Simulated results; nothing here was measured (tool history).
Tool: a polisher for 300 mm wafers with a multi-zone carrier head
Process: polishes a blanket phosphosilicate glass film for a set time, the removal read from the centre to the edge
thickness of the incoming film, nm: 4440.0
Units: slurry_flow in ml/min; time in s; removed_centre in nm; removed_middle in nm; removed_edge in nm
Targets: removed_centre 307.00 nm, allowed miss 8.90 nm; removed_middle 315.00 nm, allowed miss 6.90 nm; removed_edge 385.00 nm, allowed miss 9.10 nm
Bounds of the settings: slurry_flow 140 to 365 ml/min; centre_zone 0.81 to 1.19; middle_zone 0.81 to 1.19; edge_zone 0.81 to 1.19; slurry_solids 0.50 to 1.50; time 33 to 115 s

run,day,slurry_flow,centre_zone,middle_zone,edge_zone,slurry_solids,time,removed_centre,removed_middle,removed_edge
1,0.000,235,1.00,1.00,1.00,1.00,73,436.21,423.16,411.71
2,0.025,215,0.94,0.95,1.03,0.95,73,391.25,395.34,403.36
3,0.179,200,0.91,0.91,1.08,0.90,73,369.08,370.99,399.58
4,0.408,250,0.91,0.91,1.08,0.90,73,380.41,384.78,409.59
5,0.758,270,0.91,0.91,1.08,0.90,73,386.32,381.16,409.88
6,0.908,310,0.91,0.91,1.08,0.90,73,391.39,387.20,416.34
7,1.096,245,0.81,0.81,1.18,0.65,73,279.36,283.83,350.06
8,1.192,310,0.81,0.83,1.19,0.75,73,312.30,326.32,397.25
# day 1.546: edge zone pressure recalibrated
9,1.546,300,0.81,0.83,1.19,0.75,73,309.10,325.87,416.89
10,1.804,285,0.82,0.83,1.18,0.75,73,313.67,322.62,415.61
11,2.100,270,0.82,0.83,1.17,0.75,73,312.12,322.53,404.32

Which of these 5 next moves meets every target?
A,2.396,275,0.83,0.91,1.15,0.75,66,?,?,?
B,2.396,270,0.84,0.86,1.17,0.55,85,?,?,?
C,2.396,275,0.86,0.85,1.11,0.75,73,?,?,?
D,2.396,200,0.94,0.88,1.08,0.75,71,?,?,?
E,2.396,280,0.87,0.97,1.07,0.75,67,?,?,?

move,removed_centre,removed_middle,removed_edge
A,285.82,310.14,363.66
B,303.82,311.11,386.02
C,327.53,324.35,395.31
D,332.18,310.73,366.96
E,305.07,332.60,356.15
A: takes the result that was furthest off past its target
B: meets every target
C: further off than the last run
D: takes the result that was furthest off past its target
E: takes the result that was furthest off past its target
Move B is the one to make.
